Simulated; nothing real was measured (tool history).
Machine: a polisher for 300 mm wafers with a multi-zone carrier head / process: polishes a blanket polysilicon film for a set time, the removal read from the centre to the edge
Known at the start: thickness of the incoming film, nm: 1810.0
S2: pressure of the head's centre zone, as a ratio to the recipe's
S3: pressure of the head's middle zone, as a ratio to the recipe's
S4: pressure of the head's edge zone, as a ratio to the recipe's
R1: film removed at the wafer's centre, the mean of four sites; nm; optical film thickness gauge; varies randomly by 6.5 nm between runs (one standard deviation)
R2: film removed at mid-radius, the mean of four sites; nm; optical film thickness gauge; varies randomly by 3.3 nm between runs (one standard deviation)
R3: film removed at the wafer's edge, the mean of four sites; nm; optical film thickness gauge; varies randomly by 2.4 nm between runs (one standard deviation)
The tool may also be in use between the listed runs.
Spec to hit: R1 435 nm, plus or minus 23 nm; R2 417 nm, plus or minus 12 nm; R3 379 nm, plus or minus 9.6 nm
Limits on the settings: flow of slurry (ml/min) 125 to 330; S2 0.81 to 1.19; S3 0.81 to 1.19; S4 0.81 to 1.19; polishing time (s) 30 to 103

{"run": 1, "hour": 0.0, "flow of slurry (ml/min)": 210, "S2": 1, "S3": 1, "S4": 1, "polishing time (s)": 66, "R1": 272.24, "R2": 283.95, "R3": 275.74}
{"run": 2, "hour": 2.3, "flow of slurry (ml/min)": 225, "S2": 1.04, "S3": 1.03, "S4": 1.03, "polishing time (s)": 69, "R1": 302.76, "R2": 303.11, "R3": 292.15}
{"run": 3, "hour": 5.6, "flow of slurry (ml/min)": 225, "S2": 0.98, "S3": 1.03, "S4": 1.03, "polishing time (s)": 69, "R1": 285.23, "R2": 297.93, "R3": 290.35}
{"run": 4, "hour": 14.2, "flow of slurry (ml/min)": 225, "S2": 0.98, "S3": 0.99, "S4": 1.03, "polishing time (s)": 69, "R1": 279.44, "R2": 294.16, "R3": 293.14}
{"run": 5, "hour": 16.1, "flow of slurry (ml/min)": 225, "S2": 0.98, "S3": 0.99, "S4": 1.03, "polishing time (s)": 76, "R1": 307.38, "R2": 316.37, "R3": 326.11}
{"run": 6, "hour": 19.0, "flow of slurry (ml/min)": 195, "S2": 0.98, "S3": 0.99, "S4": 1.03, "polishing time (s)": 76, "R1": 314.8, "R2": 316.51, "R3": 320.85}
{"run": 7, "hour": 26.2, "flow of slurry (ml/min)": 200, "S2": 1, "S3": 1.03, "S4": 1.05, "polishing time (s)": 78, "R1": 316.34, "R2": 334.87, "R3": 327.06}
{"run": 8, "hour": 29.8, "flow of slurry (ml/min)": 215, "S2": 1.04, "S3": 1.04, "S4": 1.05, "polishing time (s)": 80, "R1": 346.83, "R2": 349.93, "R3": 340.93}
{"run": 9, "hour": 37.5, "flow of slurry (ml/min)": 225, "S2": 1.07, "S3": 1.06, "S4": 1.06, "polishing time (s)": 81, "R1": 360.16, "R2": 357.57, "R3": 345.81}
{"run": 10, "hour": 42.5, "flow of slurry (ml/min)": 230, "S2": 1.09, "S3": 1.08, "S4": 1.06, "polishing time (s)": 82, "R1": 374.22, "R2": 367.51, "R3": 350.96}
{"run": 11, "hour": 50.7, "flow of slurry (ml/min)": 235, "S2": 1.11, "S3": 1.1, "S4": 1.06, "polishing time (s)": 83, "R1": 395.88, "R2": 378.9, "R3": 358.47}
{"run": 12, "hour": 52.1, "flow of slurry (ml/min)": 245, "S2": 1.12, "S3": 1.12, "S4": 1.06, "polishing time (s)": 84, "R1": 396.54, "R2": 387.52, "R3": 361.46}
{"run": 13, "hour": 56.3, "flow of slurry (ml/min)": 250, "S2": 1.13, "S3": 1.13, "S4": 1.06, "polishing time (s)": 85, "R1": 402.57, "R2": 399.32, "R3": 367.25}

Below are 5 possible settings for the next run. Only one of them brings all results inside the allowed miss of their targets. Which is it?
{"run": "A", "hour": 60.5, "flow of slurry (ml/min)": 255, "S2": 1.14, "S3": 1.11, "S4": 1.01, "polishing time (s)": 90, "R1": "?", "R2": "?", "R3": "?"}
{"run": "B", "hour": 60.5, "flow of slurry (ml/min)": 230, "S2": 1.17, "S3": 1.06, "S4": 0.96, "polishing time (s)": 89, "R1": "?", "R2": "?", "R3": "?"}
{"run": "C", "hour": 60.5, "flow of slurry (ml/min)": 235, "S2": 1.05, "S3": 1.18, "S4": 1.05, "polishing time (s)": 87, "R1": "?", "R2": "?", "R3": "?"}
{"run": "D", "hour": 60.5, "flow of slurry (ml/min)": 275, "S2": 1.14, "S3": 1.03, "S4": 1.14, "polishing time (s)": 85, "R1": "?", "R2": "?", "R3": "?"}
{"run": "E", "hour": 60.5, "flow of slurry (ml/min)": 285, "S2": 1.03, "S3": 1.11, "S4": 1.12, "polishing time (s)": 86, "R1": "?", "R2": "?", "R3": "?"}

move=A R1=422.98 R2=423.01 R3=380.04
move=B R1=424.34 R2=399.91 R3=365.71
move=C R1=373.17 R2=425.14 R3=370.67
move=D R1=402.45 R2=380.38 R3=379.88
move=E R1=369.14 R2=408.6 R3=382.02
A: every result within its allowed miss
B: about as far from the targets as the last run
C: brings the last run's worst result on target, with another outside its allowed miss
D: lands further from the targets than the last run did
E: brings the last run's worst result on target, with another outside its allowed miss
The move that meets every target is A.

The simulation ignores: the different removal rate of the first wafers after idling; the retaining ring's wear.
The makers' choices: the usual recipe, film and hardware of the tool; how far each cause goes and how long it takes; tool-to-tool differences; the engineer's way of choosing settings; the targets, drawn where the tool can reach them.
